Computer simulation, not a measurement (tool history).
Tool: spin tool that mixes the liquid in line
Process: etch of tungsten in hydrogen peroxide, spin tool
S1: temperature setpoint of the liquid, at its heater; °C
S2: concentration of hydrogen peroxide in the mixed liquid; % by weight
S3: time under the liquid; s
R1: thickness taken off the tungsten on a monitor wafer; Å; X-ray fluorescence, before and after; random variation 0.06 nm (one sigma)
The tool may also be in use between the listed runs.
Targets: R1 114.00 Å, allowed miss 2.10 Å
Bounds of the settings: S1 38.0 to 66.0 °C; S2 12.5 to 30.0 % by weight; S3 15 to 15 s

{"run": 1, "hour": 0.0, "S1": 54.0, "S2": 23.5, "S3": 15, "R1": 236.8}
{"run": 2, "hour": 3.3, "S1": 52.5, "S2": 23.5, "S3": 15, "R1": 217.68}
{"run": 3, "hour": 10.4, "S1": 59.0, "S2": 23.5, "S3": 15, "R1": 316.84}
{"run": 4, "hour": 18.8, "S1": 59.0, "S2": 23.5, "S3": 15, "R1": 314.4}
{"run": 5, "hour": 26.8, "S1": 59.0, "S2": 27.5, "S3": 15, "R1": 341.96}
{"run": 6, "hour": 35.5, "S1": 59.0, "S2": 29.5, "S3": 15, "R1": 352.58}
{"run": 7, "hour": 38.7, "S1": 56.5, "S2": 29.5, "S3": 15, "R1": 307.41}
{"run": 8, "hour": 44.6, "S1": 54.5, "S2": 29.5, "S3": 15, "R1": 271.95}
{"run": 9, "hour": 51.0, "S1": 46.5, "S2": 29.5, "S3": 15, "R1": 168.76}
{"run": 10, "hour": 60.0, "S1": 45.5, "S2": 29.5, "S3": 15, "R1": 158.85}
{"hour": 64.2, "done": "thermometer replaced"}
{"run": 11, "hour": 64.2, "S1": 45.0, "S2": 29.5, "S3": 15, "R1": 133.54}
{"run": 12, "hour": 68.6, "S1": 44.5, "S2": 29.5, "S3": 15, "R1": 128.7}
{"run": 13, "hour": 71.1, "S1": 43.5, "S2": 29.5, "S3": 15, "R1": 120.57}
{"run": 14, "hour": 73.5, "S1": 43.0, "S2": 29.5, "S3": 15, "R1": 116.02}

Which of these 4 next moves meets every target?
{"run": "A", "hour": 75.9, "S1": 43.5, "S2": 28.0, "S3": 15, "R1": "?"}
{"run": "B", "hour": 75.9, "S1": 44.5, "S2": 25.5, "S3": 15, "R1": "?"}
{"run": "C", "hour": 75.9, "S1": 43.5, "S2": 30.0, "S3": 15, "R1": "?"}
{"run": "D", "hour": 75.9, "S1": 43.0, "S2": 28.5, "S3": 15, "R1": "?"}

move=A R1=116.73
move=B R1=118.70
move=C R1=120.83
move=D R1=114.08
A: further off than the last run
B: further off than the last run
C: further off than the last run
D: meets every target
Move D is the one to make.
